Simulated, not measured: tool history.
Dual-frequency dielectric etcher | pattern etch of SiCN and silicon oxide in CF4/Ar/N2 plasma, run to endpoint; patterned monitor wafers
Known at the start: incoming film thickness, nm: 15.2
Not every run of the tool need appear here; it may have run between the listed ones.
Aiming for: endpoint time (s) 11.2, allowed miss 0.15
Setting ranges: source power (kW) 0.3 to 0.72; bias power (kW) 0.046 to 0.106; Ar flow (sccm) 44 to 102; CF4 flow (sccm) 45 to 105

{"run": 1, "day": 0.0, "source power (kW)": 0.51, "bias power (kW)": 0.076, "Ar flow (sccm)": 73, "CF4 flow (sccm)": 75, "endpoint time (s)": 14.816}
{"run": 2, "day": 0.262, "source power (kW)": 0.43, "bias power (kW)": 0.076, "Ar flow (sccm)": 73, "CF4 flow (sccm)": 75, "endpoint time (s)": 16.51}
{"run": 3, "day": 0.333, "source power (kW)": 0.43, "bias power (kW)": 0.071, "Ar flow (sccm)": 73, "CF4 flow (sccm)": 75, "endpoint time (s)": 16.923}
{"run": 4, "day": 0.708, "source power (kW)": 0.46, "bias power (kW)": 0.071, "Ar flow (sccm)": 73, "CF4 flow (sccm)": 75, "endpoint time (s)": 16.187}
{"run": 5, "day": 0.804, "source power (kW)": 0.49, "bias power (kW)": 0.071, "Ar flow (sccm)": 73, "CF4 flow (sccm)": 75, "endpoint time (s)": 15.637}
{"run": 6, "day": 1.033, "source power (kW)": 0.52, "bias power (kW)": 0.072, "Ar flow (sccm)": 73, "CF4 flow (sccm)": 75, "endpoint time (s)": 14.87}
{"run": 7, "day": 1.233, "source power (kW)": 0.54, "bias power (kW)": 0.072, "Ar flow (sccm)": 73, "CF4 flow (sccm)": 75, "endpoint time (s)": 14.585}
{"run": 8, "day": 1.417, "source power (kW)": 0.56, "bias power (kW)": 0.073, "Ar flow (sccm)": 73, "CF4 flow (sccm)": 75, "endpoint time (s)": 14.069}
{"run": 9, "day": 1.458, "source power (kW)": 0.58, "bias power (kW)": 0.073, "Ar flow (sccm)": 73, "CF4 flow (sccm)": 75, "endpoint time (s)": 13.805}
{"run": 10, "day": 1.612, "source power (kW)": 0.6, "bias power (kW)": 0.074, "Ar flow (sccm)": 73, "CF4 flow (sccm)": 75, "endpoint time (s)": 13.42}
{"run": 11, "day": 1.688, "source power (kW)": 0.61, "bias power (kW)": 0.075, "Ar flow (sccm)": 73, "CF4 flow (sccm)": 75, "endpoint time (s)": 13.203}
{"run": 12, "day": 1.9, "source power (kW)": 0.71, "bias power (kW)": 0.076, "Ar flow (sccm)": 73, "CF4 flow (sccm)": 75, "endpoint time (s)": 11.797}
{"run": 13, "day": 2.0, "source power (kW)": 0.71, "bias power (kW)": 0.077, "Ar flow (sccm)": 73, "CF4 flow (sccm)": 75, "endpoint time (s)": 11.785}
{"run": 14, "day": 2.146, "source power (kW)": 0.71, "bias power (kW)": 0.078, "Ar flow (sccm)": 73, "CF4 flow (sccm)": 75, "endpoint time (s)": 11.74}
{"run": 15, "day": 2.346, "source power (kW)": 0.71, "bias power (kW)": 0.079, "Ar flow (sccm)": 73, "CF4 flow (sccm)": 75, "endpoint time (s)": 11.624}
{"run": 16, "day": 2.529, "source power (kW)": 0.71, "bias power (kW)": 0.08, "Ar flow (sccm)": 73, "CF4 flow (sccm)": 75, "endpoint time (s)": 11.59}
{"run": 17, "day": 2.721, "source power (kW)": 0.71, "bias power (kW)": 0.081, "Ar flow (sccm)": 73, "CF4 flow (sccm)": 75, "endpoint time (s)": 11.559}
{"run": 18, "day": 2.842, "source power (kW)": 0.71, "bias power (kW)": 0.082, "Ar flow (sccm)": 73, "CF4 flow (sccm)": 75, "endpoint time (s)": 11.586}

Of the 4 settings listed for the next run, only one would bring every result within its allowed miss of target. Which one?
{"run": "A", "day": 2.962, "source power (kW)": 0.72, "bias power (kW)": 0.078, "Ar flow (sccm)": 45, "CF4 flow (sccm)": 61, "endpoint time (s)": "?"}
{"run": "B", "day": 2.962, "source power (kW)": 0.72, "bias power (kW)": 0.086, "Ar flow (sccm)": 60, "CF4 flow (sccm)": 87, "endpoint time (s)": "?"}
{"run": "C", "day": 2.962, "source power (kW)": 0.69, "bias power (kW)": 0.095, "Ar flow (sccm)": 64, "CF4 flow (sccm)": 79, "endpoint time (s)": "?"}
{"run": "D", "day": 2.962, "source power (kW)": 0.69, "bias power (kW)": 0.09, "Ar flow (sccm)": 53, "CF4 flow (sccm)": 80, "endpoint time (s)": "?"}

move=A endpoint_time_(s)=11.277
move=B endpoint_time_(s)=10.808
move=C endpoint_time_(s)=10.981
move=D endpoint_time_(s)=10.931
A: each result inside its tolerance
B: takes the biggest miss from the last run beyond its target
C: takes the biggest miss from the last run beyond its target
D: takes the biggest miss from the last run beyond its target
A is the move that brings every result within its allowed miss.
